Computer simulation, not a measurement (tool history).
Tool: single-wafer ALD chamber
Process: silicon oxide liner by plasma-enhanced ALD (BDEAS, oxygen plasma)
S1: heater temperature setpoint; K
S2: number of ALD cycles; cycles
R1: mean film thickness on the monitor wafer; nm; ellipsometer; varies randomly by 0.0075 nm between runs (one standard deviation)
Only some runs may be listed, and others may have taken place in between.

{"run": 1, "hour": 0.0, "S1": 588.15, "S2": 46, "R1": 4.0839}
{"run": 2, "hour": 0.6, "S1": 591.15, "S2": 42, "R1": 3.7049}
{"run": 3, "hour": 9.6, "S1": 593.15, "S2": 39, "R1": 3.4294}
{"run": 4, "hour": 12.0, "S1": 593.15, "S2": 44, "R1": 3.8604}
{"hour": 19.8, "done": "thermocouple changed; heater temperature recalibrated"}
{"run": 5, "hour": 19.8, "S1": 585.15, "S2": 44, "R1": 3.8872}
{"run": 6, "hour": 27.0, "S1": 585.15, "S2": 40, "R1": 3.551}
{"run": 7, "hour": 35.4, "S1": 597.15, "S2": 33, "R1": 2.881}
{"run": 8, "hour": 43.3, "S1": 592.15, "S2": 33, "R1": 2.8993}
{"run": 9, "hour": 46.7, "S1": 589.15, "S2": 33, "R1": 2.9122}

Expected results for the next run?
{"run": 10, "hour": 51.4, "S1": 587.15, "S2": 33, "R1": "?"}

{"run 10": {"R1": 2.9135}}
